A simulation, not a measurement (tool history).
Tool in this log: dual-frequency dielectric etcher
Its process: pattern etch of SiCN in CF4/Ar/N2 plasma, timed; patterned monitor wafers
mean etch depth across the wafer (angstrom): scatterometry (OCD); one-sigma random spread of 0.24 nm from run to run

| run | day | source power (kW) | bias power (kW) | Ar flow (sccm) | CF4 flow (sccm) | etch time (s) | mean etch depth across the wafer (angstrom) |
|---|---|---|---|---|---|---|---|
| 1 | 0.000 | 0.430 | 0.078 | 136 | 52 | 133 | 956.21 |
| 2 | 0.167 | 0.430 | 0.072 | 136 | 52 | 133 | 929.21 |
| 3 | 0.358 | 0.430 | 0.058 | 136 | 52 | 133 | 857.02 |
| 4 | 0.400 | 0.430 | 0.065 | 136 | 52 | 133 | 894.33 |
| 5 | 0.654 | 0.430 | 0.065 | 136 | 45 | 133 | 873.70 |
| 6 | 0.788 | 0.460 | 0.065 | 136 | 45 | 133 | 901.32 |
| 7 | 0.946 | 0.490 | 0.065 | 136 | 45 | 133 | 934.14 |

Run 8 is up next; what results do you expect?
| 8 | 1.229 | 0.580 | 0.067 | 136 | 45 | 133 | ? |

{"run 8": {"mean etch depth across the wafer (angstrom)": 1032.4}}
